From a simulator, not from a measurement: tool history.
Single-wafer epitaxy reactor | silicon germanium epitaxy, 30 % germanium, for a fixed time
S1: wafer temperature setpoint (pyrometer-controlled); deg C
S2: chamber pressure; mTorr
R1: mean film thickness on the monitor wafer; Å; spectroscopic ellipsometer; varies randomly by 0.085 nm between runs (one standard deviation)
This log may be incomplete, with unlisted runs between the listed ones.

{"run": 1, "hour": 0.0, "S1": 575, "S2": 21800, "R1": 359.58}
{"run": 2, "hour": 5.8, "S1": 575, "S2": 24200, "R1": 375.03}
{"run": 3, "hour": 11.9, "S1": 572, "S2": 23800, "R1": 346.86}
{"run": 4, "hour": 19.0, "S1": 572, "S2": 21200, "R1": 333.56}
{"run": 5, "hour": 20.8, "S1": 572, "S2": 23300, "R1": 345.59}
{"run": 6, "hour": 24.4, "S1": 569, "S2": 23200, "R1": 324.88}

Run 7 is up next; what results do you expect?
{"run": 7, "hour": 30.0, "S1": 567, "S2": 23100, "R1": "?"}

R1: 310.55 Å

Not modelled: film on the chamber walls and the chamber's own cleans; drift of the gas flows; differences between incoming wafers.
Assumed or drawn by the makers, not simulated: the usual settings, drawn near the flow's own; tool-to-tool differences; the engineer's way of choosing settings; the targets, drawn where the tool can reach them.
